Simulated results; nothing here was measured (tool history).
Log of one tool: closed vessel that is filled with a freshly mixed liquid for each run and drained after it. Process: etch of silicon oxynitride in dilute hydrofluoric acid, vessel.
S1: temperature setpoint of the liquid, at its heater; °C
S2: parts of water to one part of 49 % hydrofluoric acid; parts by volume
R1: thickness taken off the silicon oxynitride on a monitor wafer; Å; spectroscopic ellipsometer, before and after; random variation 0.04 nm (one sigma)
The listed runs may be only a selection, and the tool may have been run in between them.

Run 1, hour 0.0: S1 24.0 °C, S2 210 parts by volume, time in the liquid (s) 415. Result: R1 25.366 Å.
Run 2, hour 4.3: S1 25.5 °C, S2 195 parts by volume, time in the liquid (s) 415. Result: R1 29.683 Å.
Run 3, hour 5.6: S1 25.5 °C, S2 230 parts by volume, time in the liquid (s) 415. Result: R1 24.162 Å.
Run 4, hour 9.6: S1 27.0 °C, S2 210 parts by volume, time in the liquid (s) 415. Result: R1 28.871 Å.
Run 5, hour 11.7: S1 28.0 °C, S2 195 parts by volume, time in the liquid (s) 415. Result: R1 32.804 Å.
Run 6, hour 12.8: S1 29.0 °C, S2 185 parts by volume, time in the liquid (s) 415. Result: R1 36.352 Å.
Run 7, hour 17.0: S1 29.5 °C, S2 175 parts by volume, time in the liquid (s) 415. Result: R1 40.079 Å.

Predict the results of run 8:
Run 8, hour 22.0: S1 32.0 °C, S2 145 parts by volume, time in the liquid (s) 415. Result: R1 ?.

Run 8 came out at R1 54.789 Å.

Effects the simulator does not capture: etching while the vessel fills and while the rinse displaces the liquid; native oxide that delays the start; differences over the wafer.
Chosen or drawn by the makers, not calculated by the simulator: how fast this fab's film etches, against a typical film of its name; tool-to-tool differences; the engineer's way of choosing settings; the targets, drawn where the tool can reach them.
